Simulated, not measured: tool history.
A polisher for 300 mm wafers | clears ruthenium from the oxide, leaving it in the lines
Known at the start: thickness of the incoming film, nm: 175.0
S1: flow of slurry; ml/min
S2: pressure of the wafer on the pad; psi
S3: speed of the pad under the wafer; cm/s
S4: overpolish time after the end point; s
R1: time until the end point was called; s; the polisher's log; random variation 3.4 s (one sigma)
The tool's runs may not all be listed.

Run 1, hour 0.0: S1 190 ml/min, S2 2.0 psi, S3 102 cm/s, S4 9 s. Result: R1 150.56 s.
Run 2, hour 6.2: S1 190 ml/min, S2 2.0 psi, S3 102 cm/s, S4 8 s. Result: R1 149.15 s.
Run 3, hour 14.9: S1 190 ml/min, S2 2.4 psi, S3 102 cm/s, S4 8 s. Result: R1 128.11 s.
Run 4, hour 16.3: S1 190 ml/min, S2 1.9 psi, S3 98 cm/s, S4 8 s. Result: R1 163.01 s.
Run 5, hour 17.4: S1 190 ml/min, S2 1.9 psi, S3 98 cm/s, S4 9 s. Result: R1 164.47 s.
Run 6, hour 23.8: S1 155 ml/min, S2 1.9 psi, S3 98 cm/s, S4 9 s. Result: R1 161.59 s.
Run 7, hour 32.6: S1 155 ml/min, S2 1.6 psi, S3 96 cm/s, S4 9 s. Result: R1 199.08 s.

Forecast run 8:
Run 8, hour 34.0: S1 155 ml/min, S2 1.5 psi, S3 96 cm/s, S4 9 s. Result: R1 ?.

{"run 8": {"R1": 209.69}}
